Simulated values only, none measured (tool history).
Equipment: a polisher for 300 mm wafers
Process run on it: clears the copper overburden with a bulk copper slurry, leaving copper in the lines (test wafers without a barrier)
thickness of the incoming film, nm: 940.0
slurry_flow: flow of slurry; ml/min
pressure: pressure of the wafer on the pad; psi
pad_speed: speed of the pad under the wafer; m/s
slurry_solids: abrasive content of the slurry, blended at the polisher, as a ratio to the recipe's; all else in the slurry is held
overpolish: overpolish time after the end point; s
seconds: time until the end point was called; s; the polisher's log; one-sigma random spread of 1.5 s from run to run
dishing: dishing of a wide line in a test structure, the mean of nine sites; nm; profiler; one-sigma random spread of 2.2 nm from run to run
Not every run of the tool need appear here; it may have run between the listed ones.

Run 1, hour 0.0: slurry_flow 130 ml/min, pressure 3.3 psi, pad_speed 1.42 m/s, slurry_solids 1.0, overpolish 26 s. Result: seconds 80.780 s, dishing 114.830 nm.
Run 2, hour 2.4: slurry_flow 130 ml/min, pressure 3.3 psi, pad_speed 1.42 m/s, slurry_solids 1.0, overpolish 34 s. Result: seconds 78.420 s, dishing 118.030 nm.
Run 3, hour 10.9: slurry_flow 130 ml/min, pressure 3.1 psi, pad_speed 1.42 m/s, slurry_solids 1.0, overpolish 32 s. Result: seconds 86.127 s, dishing 116.110 nm.
Run 4, hour 11.5: slurry_flow 110 ml/min, pressure 3.1 psi, pad_speed 1.42 m/s, slurry_solids 1.0, overpolish 32 s. Result: seconds 86.376 s, dishing 116.690 nm.
Run 5, hour 14.7: slurry_flow 110 ml/min, pressure 2.5 psi, pad_speed 1.42 m/s, slurry_solids 1.0, overpolish 32 s. Result: seconds 110.440 s, dishing 102.230 nm.
Run 6, hour 21.9: slurry_flow 110 ml/min, pressure 2.5 psi, pad_speed 1.42 m/s, slurry_solids 1.0, overpolish 30 s. Result: seconds 108.080 s, dishing 97.977 nm.

Estimate the outcome of run 7 from the log above:
Run 7, hour 27.3: slurry_flow 110 ml/min, pressure 2.4 psi, pad_speed 1.42 m/s, slurry_solids 1.0, overpolish 29 s. Result: seconds ?, dishing ?.

Run 7 produced seconds 114.300 s, dishing 97.721 nm.
